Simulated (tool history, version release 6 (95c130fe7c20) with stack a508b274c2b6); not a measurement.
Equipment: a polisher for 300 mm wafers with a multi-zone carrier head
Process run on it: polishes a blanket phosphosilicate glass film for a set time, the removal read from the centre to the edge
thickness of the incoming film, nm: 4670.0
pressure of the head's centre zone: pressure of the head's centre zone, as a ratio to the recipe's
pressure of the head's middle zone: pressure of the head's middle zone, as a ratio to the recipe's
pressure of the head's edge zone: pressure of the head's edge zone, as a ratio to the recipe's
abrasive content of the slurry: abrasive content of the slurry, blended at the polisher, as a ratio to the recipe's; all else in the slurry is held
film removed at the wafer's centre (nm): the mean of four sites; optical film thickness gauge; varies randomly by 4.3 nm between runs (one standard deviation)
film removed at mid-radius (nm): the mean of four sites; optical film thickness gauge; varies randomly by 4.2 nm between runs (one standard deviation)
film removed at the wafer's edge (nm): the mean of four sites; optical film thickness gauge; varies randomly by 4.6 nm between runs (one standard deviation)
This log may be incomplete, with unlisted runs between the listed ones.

run	hour	flow of slurry (ml/min)	pressure of the head's centre zone	pressure of the head's middle zone	pressure of the head's edge zone	abrasive content of the slurry	polishing time (s)	film removed at the wafer's centre (nm)	film removed at mid-radius (nm)	film removed at the wafer's edge (nm)
1	0.0	195	1.00	1.00	1.00	1.00	89	834.44	819.48	822.78
2	1.6	195	0.94	1.00	1.00	1.00	89	786.96	810.96	839.81
3	8.5	190	0.92	1.00	0.97	0.90	84	694.15	753.76	722.92
4	16.5	165	0.92	1.00	0.97	0.90	84	683.61	725.04	714.52
5	25.4	165	0.92	1.00	0.88	0.90	84	674.81	724.95	705.73
6	28.6	155	0.90	0.98	0.89	0.85	80	604.26	663.89	662.99
7	30.1	155	0.90	0.97	0.89	0.80	76	566.28	600.90	601.31
8	31.7	155	0.88	0.97	0.89	0.75	75	536.18	583.63	570.77
9	38.9	145	0.87	0.96	0.89	0.70	74	490.84	555.13	560.76
10	42.2	155	0.86	0.95	0.89	0.65	72	478.86	526.22	532.69
11	47.8	155	0.85	0.95	0.89	0.60	71	443.50	505.29	509.81
12	52.2	160	0.85	0.95	0.88	0.60	70	435.97	506.12	496.86
13	54.7	160	0.85	0.94	0.87	0.60	70	444.32	493.95	494.98

Run 14 has not been measured yet. What should we expect?
14	55.3	160	0.84	0.94	0.86	0.60	70	?	?	?

For run 14 the tool returned film removed at the wafer's centre (nm) 442.08, film removed at mid-radius (nm) 489.92, film removed at the wafer's edge (nm) 501.28.
